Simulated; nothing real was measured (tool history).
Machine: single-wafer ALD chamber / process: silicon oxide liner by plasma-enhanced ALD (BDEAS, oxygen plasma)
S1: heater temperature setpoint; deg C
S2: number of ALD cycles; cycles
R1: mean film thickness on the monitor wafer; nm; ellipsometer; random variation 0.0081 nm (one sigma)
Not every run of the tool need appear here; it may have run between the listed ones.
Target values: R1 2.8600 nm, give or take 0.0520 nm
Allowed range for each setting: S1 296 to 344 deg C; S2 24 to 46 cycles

{"run": 1, "day": 0.0, "S1": 320, "S2": 35, "R1": 3.2575}
{"run": 2, "day": 0.342, "S1": 327, "S2": 35, "R1": 3.2374}
{"run": 3, "day": 0.458, "S1": 331, "S2": 35, "R1": 3.2025}
{"run": 4, "day": 0.65, "S1": 331, "S2": 39, "R1": 3.584}
{"run": 5, "day": 0.771, "S1": 331, "S2": 35, "R1": 3.1993}
{"run": 6, "day": 0.854, "S1": 320, "S2": 35, "R1": 3.2703}
{"run": 7, "day": 0.942, "S1": 322, "S2": 34, "R1": 3.1598}
{"run": 8, "day": 1.242, "S1": 324, "S2": 30, "R1": 2.7644}
{"run": 9, "day": 1.604, "S1": 323, "S2": 30, "R1": 2.7776}
{"run": 10, "day": 1.712, "S1": 322, "S2": 30, "R1": 2.7843}

Which single option among these 4 for the next run brings every result within its allowed miss of target? Just one does.
{"run": "A", "day": 1.821, "S1": 316, "S2": 32, "R1": "?"}
{"run": "B", "day": 1.821, "S1": 326, "S2": 32, "R1": "?"}
{"run": "C", "day": 1.821, "S1": 328, "S2": 31, "R1": "?"}
{"run": "D", "day": 1.821, "S1": 320, "S2": 32, "R1": "?"}

move=A R1=2.9937
move=B R1=2.9512
move=C R1=2.8508
move=D R1=2.9767
A: takes the result that was furthest off past its target
B: takes the result that was furthest off past its target
C: all results in spec
D: takes the result that was furthest off past its target
Correct choice: C, which meets every target
